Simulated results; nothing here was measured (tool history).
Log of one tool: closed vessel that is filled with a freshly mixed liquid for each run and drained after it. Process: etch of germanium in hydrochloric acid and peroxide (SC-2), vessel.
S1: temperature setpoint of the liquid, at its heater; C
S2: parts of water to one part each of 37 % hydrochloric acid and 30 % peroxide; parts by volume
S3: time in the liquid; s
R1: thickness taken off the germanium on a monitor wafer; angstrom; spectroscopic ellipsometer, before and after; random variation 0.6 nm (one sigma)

run	hour	S1	S2	S3	R1
1	0	50	6	30	528.65
2	5.8	54	6	30	602.28
3	7.7	56.5	6	30	647.08
4	14.9	53	6	30	585.92
5	18.8	53	6	30	574.84
6	25.3	56	6	30	635.44
7	32	58.5	6	30	697.48

Forecast run 8:
8	40.9	59.5	6	30	?

R1: 705.22 angstrom
